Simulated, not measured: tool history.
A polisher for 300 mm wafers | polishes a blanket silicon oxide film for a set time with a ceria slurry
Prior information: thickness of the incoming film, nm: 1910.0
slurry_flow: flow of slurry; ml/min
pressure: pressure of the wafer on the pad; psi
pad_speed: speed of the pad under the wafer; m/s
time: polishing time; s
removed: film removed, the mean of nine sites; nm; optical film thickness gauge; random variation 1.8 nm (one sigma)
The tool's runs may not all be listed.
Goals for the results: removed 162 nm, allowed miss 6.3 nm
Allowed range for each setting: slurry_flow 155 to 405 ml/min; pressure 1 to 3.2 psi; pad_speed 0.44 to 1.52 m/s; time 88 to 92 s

run	day	slurry_flow	pressure	pad_speed	time	removed
1	0	260	2.1	0.98	88	242.15
2	0.025	260	1.8	0.98	88	209.91
3	0.242	225	1.8	0.98	88	204.45
4	0.417	225	1.8	1.22	88	249.8
5	0.742	225	1.5	1.22	88	215.62
6	0.933	225	1.5	1.46	88	251.48
7	1.05	220	1.3	1.36	88	210.67
8	1.304	220	1.2	1.32	88	185.66
9	1.354	220	1.1	1.32	88	176.08

Which one of the following 5 next-run settings gets every result inside its allowed miss? There is exactly one.
A	1.404	280	1.1	1.38	91	?
B	1.404	270	1.2	1.28	90	?
C	1.404	225	1.1	1.34	88	?
D	1.404	240	1.2	1.4	88	?
E	1.404	210	1.2	1.1	90	?

move	removed
A	194.38
B	192.46
C	177.93
D	202.57
E	160.96
A: its largest miss is bigger than the last run's
B: its largest miss is bigger than the last run's
C: its largest miss is bigger than the last run's
D: its largest miss is bigger than the last run's
E: all results in spec
E meets every target.
